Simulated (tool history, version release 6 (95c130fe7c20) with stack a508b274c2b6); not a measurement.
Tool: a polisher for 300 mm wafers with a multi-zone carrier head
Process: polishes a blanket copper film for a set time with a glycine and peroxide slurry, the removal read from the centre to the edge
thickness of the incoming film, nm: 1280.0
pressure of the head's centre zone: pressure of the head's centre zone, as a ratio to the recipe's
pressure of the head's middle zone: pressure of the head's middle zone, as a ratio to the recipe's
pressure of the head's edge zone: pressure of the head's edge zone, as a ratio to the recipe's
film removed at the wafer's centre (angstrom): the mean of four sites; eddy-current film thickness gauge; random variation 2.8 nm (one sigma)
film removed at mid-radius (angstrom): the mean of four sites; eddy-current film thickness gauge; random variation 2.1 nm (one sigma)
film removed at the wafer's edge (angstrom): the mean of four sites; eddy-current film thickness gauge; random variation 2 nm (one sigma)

| run | day | flow of slurry (ml/min) | pressure of the head's centre zone | pressure of the head's middle zone | pressure of the head's edge zone | polishing time (s) | film removed at the wafer's centre (angstrom) | film removed at mid-radius (angstrom) | film removed at the wafer's edge (angstrom) |
|---|---|---|---|---|---|---|---|---|---|
| 1 | 0.000 | 135 | 1.00 | 1.00 | 1.00 | 43 | 2820.5 | 2774.1 | 2856.3 |
| 2 | 0.321 | 135 | 1.01 | 1.02 | 0.97 | 43 | 2904.8 | 2822.0 | 2791.2 |
| 3 | 0.383 | 135 | 0.98 | 1.02 | 0.97 | 43 | 2831.1 | 2818.9 | 2748.6 |
| 4 | 0.671 | 130 | 0.97 | 1.03 | 0.95 | 43 | 2736.6 | 2754.5 | 2737.3 |
| 5 | 0.742 | 135 | 0.97 | 1.05 | 0.93 | 43 | 2788.1 | 2855.4 | 2760.3 |
| 6 | 0.812 | 135 | 0.98 | 1.07 | 0.91 | 42 | 2757.5 | 2821.8 | 2608.3 |

Forecast run 7:
| 7 | 1.017 | 135 | 0.98 | 1.08 | 0.90 | 42 | ? | ? | ? |

film removed at the wafer's centre (angstrom): 2726.7
film removed at mid-radius (angstrom): 2834.4
film removed at the wafer's edge (angstrom): 2613.4

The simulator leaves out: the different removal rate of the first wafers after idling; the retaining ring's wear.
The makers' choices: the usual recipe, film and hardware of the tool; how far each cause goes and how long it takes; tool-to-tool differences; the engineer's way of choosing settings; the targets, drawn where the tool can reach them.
